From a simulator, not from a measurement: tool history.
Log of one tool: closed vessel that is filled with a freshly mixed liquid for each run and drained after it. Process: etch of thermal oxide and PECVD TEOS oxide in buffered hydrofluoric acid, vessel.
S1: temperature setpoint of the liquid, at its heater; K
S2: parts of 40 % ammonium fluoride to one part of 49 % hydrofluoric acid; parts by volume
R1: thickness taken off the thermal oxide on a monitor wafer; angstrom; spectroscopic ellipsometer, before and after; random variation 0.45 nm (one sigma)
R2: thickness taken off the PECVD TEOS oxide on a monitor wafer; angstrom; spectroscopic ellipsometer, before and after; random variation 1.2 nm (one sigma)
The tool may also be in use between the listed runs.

Run 1, hour 0: S1 295.15 K, S2 23 parts by volume, time in the liquid (s) 100. Result: R1 492.23 angstrom, R2 662.87 angstrom.
Run 2, hour 5: S1 297.65 K, S2 23 parts by volume, time in the liquid (s) 100. Result: R1 570.51 angstrom, R2 765.9 angstrom.
Run 3, hour 10: S1 297.65 K, S2 20.5 parts by volume, time in the liquid (s) 100. Result: R1 608.65 angstrom, R2 821.97 angstrom.
Run 4, hour 15.4: S1 299.65 K, S2 19.5 parts by volume, time in the liquid (s) 100. Result: R1 714.27 angstrom, R2 973.04 angstrom.
Run 5, hour 19.5: S1 299.65 K, S2 19.5 parts by volume, time in the liquid (s) 70. Result: R1 498.04 angstrom, R2 668.72 angstrom.
Run 6, hour 22.7: S1 302.15 K, S2 19.5 parts by volume, time in the liquid (s) 70. Result: R1 572.97 angstrom, R2 784.85 angstrom.
Run 7, hour 30.1: S1 302.65 K, S2 16 parts by volume, time in the liquid (s) 70. Result: R1 709.48 angstrom, R2 957.92 angstrom.
Run 8, hour 33.4: S1 302.65 K, S2 14.5 parts by volume, time in the liquid (s) 70. Result: R1 779.22 angstrom, R2 1054.2 angstrom.

Forecast run 9:
Run 9, hour 41.4: S1 302.65 K, S2 14 parts by volume, time in the liquid (s) 70. Result: R1 ?, R2 ?.

R1: 807.29 angstrom
R2: 1122.9 angstrom

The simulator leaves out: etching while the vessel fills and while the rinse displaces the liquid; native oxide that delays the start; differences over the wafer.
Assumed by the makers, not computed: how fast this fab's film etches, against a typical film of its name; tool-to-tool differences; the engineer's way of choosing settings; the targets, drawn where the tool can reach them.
